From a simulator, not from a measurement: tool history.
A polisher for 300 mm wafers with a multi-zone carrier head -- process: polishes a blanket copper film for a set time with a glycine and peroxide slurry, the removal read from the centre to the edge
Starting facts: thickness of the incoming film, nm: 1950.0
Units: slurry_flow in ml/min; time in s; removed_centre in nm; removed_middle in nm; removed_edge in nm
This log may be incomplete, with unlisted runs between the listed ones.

| run | hour | slurry_flow | centre_zone | middle_zone | edge_zone | time | removed_centre | removed_middle | removed_edge |
|---|---|---|---|---|---|---|---|---|---|
| 1 | 0 | 315 | 1 | 1 | 1 | 75 | 431.71 | 444.24 | 442.68 |
| 2 | 8.2 | 315 | 0.99 | 1.01 | 0.98 | 71 | 408.3 | 411.13 | 413.62 |
| 3 | 15.7 | 315 | 0.99 | 1.01 | 1.06 | 71 | 402.14 | 412.93 | 429.53 |
| 4 | 21.6 | 315 | 1.04 | 1.01 | 1.06 | 71 | 426.36 | 416.51 | 415.6 |
| 5 | 23.8 | 315 | 1.04 | 1.01 | 1.01 | 71 | 418.02 | 405.78 | 398.05 |
| 6 | 31.9 | 315 | 1.04 | 1.04 | 1.01 | 71 | 415.39 | 424.4 | 416.23 |

For run 7, what comes out?
| 7 | 34.6 | 320 | 1.04 | 1.06 | 0.98 | 67 | ? | ? | ? |

{"run 7": {"removed_centre": 402.83, "removed_middle": 402.42, "removed_edge": 383.58}}
